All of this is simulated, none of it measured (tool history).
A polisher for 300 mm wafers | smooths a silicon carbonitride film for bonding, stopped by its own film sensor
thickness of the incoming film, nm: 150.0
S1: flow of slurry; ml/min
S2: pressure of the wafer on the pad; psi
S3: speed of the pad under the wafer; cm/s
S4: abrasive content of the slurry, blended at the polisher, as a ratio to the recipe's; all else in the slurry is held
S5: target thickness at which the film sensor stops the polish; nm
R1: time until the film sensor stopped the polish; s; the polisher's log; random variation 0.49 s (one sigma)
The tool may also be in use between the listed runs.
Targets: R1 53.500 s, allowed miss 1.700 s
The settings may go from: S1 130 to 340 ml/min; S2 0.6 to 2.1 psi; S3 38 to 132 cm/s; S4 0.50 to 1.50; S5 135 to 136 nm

{"run": 1, "hour": 0.0, "S1": 220, "S2": 1.3, "S3": 84, "S4": 1.0, "S5": 136, "R1": 84.64}
{"run": 2, "hour": 8.6, "S1": 220, "S2": 1.3, "S3": 84, "S4": 1.0, "S5": 135, "R1": 90.562}
{"run": 3, "hour": 10.1, "S1": 220, "S2": 1.1, "S3": 84, "S4": 1.0, "S5": 135, "R1": 104.84}
{"run": 4, "hour": 12.0, "S1": 220, "S2": 1.3, "S3": 84, "S4": 1.0, "S5": 135, "R1": 88.431}
{"run": 5, "hour": 19.0, "S1": 265, "S2": 1.3, "S3": 84, "S4": 1.0, "S5": 135, "R1": 87.407}
{"run": 6, "hour": 24.2, "S1": 265, "S2": 1.3, "S3": 84, "S4": 1.2, "S5": 135, "R1": 78.55}
{"run": 7, "hour": 29.0, "S1": 270, "S2": 1.4, "S3": 84, "S4": 1.2, "S5": 135, "R1": 74.452}
{"run": 8, "hour": 34.7, "S1": 270, "S2": 1.5, "S3": 84, "S4": 1.2, "S5": 135, "R1": 69.14}
{"run": 9, "hour": 39.0, "S1": 275, "S2": 1.6, "S3": 84, "S4": 1.2, "S5": 135, "R1": 65.471}

Which of these 4 next moves meets every target?
{"run": "A", "hour": 43.3, "S1": 290, "S2": 1.7, "S3": 98, "S4": 1.2, "S5": 136, "R1": "?"}
{"run": "B", "hour": 43.3, "S1": 260, "S2": 1.6, "S3": 104, "S4": 1.25, "S5": 136, "R1": "?"}
{"run": "C", "hour": 43.3, "S1": 305, "S2": 1.9, "S3": 74, "S4": 1.5, "S5": 136, "R1": "?"}
{"run": "D", "hour": 43.3, "S1": 215, "S2": 1.6, "S3": 106, "S4": 1.1, "S5": 136, "R1": "?"}

move=A R1=50.123
move=B R1=50.237
move=C R1=50.122
move=D R1=54.378
A: takes the result that was furthest off past its target
B: takes the result that was furthest off past its target
C: takes the result that was furthest off past its target
D: meets every target
Move D is the one to make.
